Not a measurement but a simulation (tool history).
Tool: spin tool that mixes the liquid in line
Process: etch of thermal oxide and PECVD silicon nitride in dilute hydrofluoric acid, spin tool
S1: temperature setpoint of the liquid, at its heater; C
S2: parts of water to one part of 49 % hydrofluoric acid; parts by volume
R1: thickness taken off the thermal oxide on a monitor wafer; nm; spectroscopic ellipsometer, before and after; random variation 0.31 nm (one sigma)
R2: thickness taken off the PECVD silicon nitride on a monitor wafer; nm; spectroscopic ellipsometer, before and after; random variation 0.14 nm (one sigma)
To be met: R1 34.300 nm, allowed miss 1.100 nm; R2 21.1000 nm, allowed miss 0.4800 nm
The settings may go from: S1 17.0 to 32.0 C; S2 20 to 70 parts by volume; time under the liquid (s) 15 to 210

Run 1, day 0.000: S1 24.0 C, S2 40 parts by volume, time under the liquid (s) 105. Result: R1 14.638 nm, R2 9.3110 nm.
Run 2, day 0.221: S1 24.5 C, S2 35 parts by volume, time under the liquid (s) 110. Result: R1 17.671 nm, R2 11.7410 nm.
Run 3, day 0.317: S1 24.5 C, S2 35 parts by volume, time under the liquid (s) 65. Result: R1 10.476 nm, R2 6.8029 nm.
Run 4, day 0.554: S1 24.0 C, S2 30 parts by volume, time under the liquid (s) 85. Result: R1 15.876 nm, R2 10.1150 nm.
Run 5, day 0.725: S1 23.5 C, S2 25 parts by volume, time under the liquid (s) 95. Result: R1 20.950 nm, R2 13.0660 nm.
Run 6, day 0.867: S1 23.5 C, S2 20 parts by volume, time under the liquid (s) 95. Result: R1 26.398 nm, R2 16.0890 nm.
Run 7, day 1.112: S1 23.5 C, S2 20 parts by volume, time under the liquid (s) 100. Result: R1 27.621 nm, R2 16.8380 nm.
Run 8, day 1.304: S1 23.5 C, S2 20 parts by volume, time under the liquid (s) 105. Result: R1 29.631 nm, R2 17.8060 nm.
Run 9, day 1.442: S1 24.0 C, S2 20 parts by volume, time under the liquid (s) 110. Result: R1 31.212 nm, R2 18.9930 nm.

Which of these 5 next moves meets every target?
Run A, day 1.579: S1 31.0 C, S2 35 parts by volume, time under the liquid (s) 130. Result: R1 ?, R2 ?.
Run B, day 1.579: S1 25.0 C, S2 20 parts by volume, time under the liquid (s) 90. Result: R1 ?, R2 ?.
Run C, day 1.579: S1 24.0 C, S2 20 parts by volume, time under the liquid (s) 120. Result: R1 ?, R2 ?.
Run D, day 1.579: S1 26.0 C, S2 20 parts by volume, time under the liquid (s) 110. Result: R1 ?, R2 ?.
Run E, day 1.579: S1 29.0 C, S2 20 parts by volume, time under the liquid (s) 75. Result: R1 ?, R2 ?.

move      R1       R2
   A  26.895  21.2840
   B  26.104  16.9980
   C  33.371  21.1680
   D  33.267  22.2330
   E  25.665  18.5260
A: brings the result that was furthest off to its target, and leaves another outside
B: further off than the last run
C: meets every target
D: takes the result that was furthest off past its target
E: further off than the last run
Answer: C

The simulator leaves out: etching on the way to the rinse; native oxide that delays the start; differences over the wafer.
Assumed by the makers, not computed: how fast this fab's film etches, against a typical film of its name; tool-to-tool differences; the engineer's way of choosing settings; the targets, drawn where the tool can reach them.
